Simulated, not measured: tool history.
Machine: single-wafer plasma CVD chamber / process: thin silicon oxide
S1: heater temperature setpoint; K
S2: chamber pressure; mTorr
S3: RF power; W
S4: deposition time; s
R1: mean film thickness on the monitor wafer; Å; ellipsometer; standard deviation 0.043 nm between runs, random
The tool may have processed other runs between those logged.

{"run": 1, "hour": 0.0, "S1": 688.15, "S2": 895, "S3": 245, "S4": 6.2, "R1": 103.35}
{"run": 2, "hour": 2.9, "S1": 696.15, "S2": 895, "S3": 245, "S4": 6.2, "R1": 103.14}
{"run": 3, "hour": 4.1, "S1": 696.15, "S2": 947, "S3": 245, "S4": 6.2, "R1": 106.67}
{"run": 4, "hour": 10.3, "S1": 696.15, "S2": 999, "S3": 245, "S4": 6.2, "R1": 109.72}
{"run": 5, "hour": 12.6, "S1": 696.15, "S2": 1051, "S3": 245, "S4": 6.2, "R1": 112.51}
{"run": 6, "hour": 15.4, "S1": 696.15, "S2": 1097, "S3": 245, "S4": 6.2, "R1": 113.64}
{"run": 7, "hour": 18.3, "S1": 696.15, "S2": 1130, "S3": 250, "S4": 6.21, "R1": 117.08}
{"run": 8, "hour": 20.3, "S1": 696.15, "S2": 1156, "S3": 255, "S4": 6.22, "R1": 118.86}
{"run": 9, "hour": 20.8, "S1": 696.15, "S2": 1177, "S3": 260, "S4": 6.24, "R1": 120.62}
{"run": 10, "hour": 25.0, "S1": 696.15, "S2": 1193, "S3": 260, "S4": 6.26, "R1": 122.63}
{"run": 11, "hour": 32.9, "S1": 696.15, "S2": 1206, "S3": 260, "S4": 6.27, "R1": 123.75}
{"run": 12, "hour": 40.6, "S1": 696.15, "S2": 1216, "S3": 260, "S4": 6.27, "R1": 124.01}

Forecast run 13:
{"run": 13, "hour": 44.5, "S1": 696.15, "S2": 1224, "S3": 260, "S4": 6.28, "R1": "?"}

R1: 124.32 Å
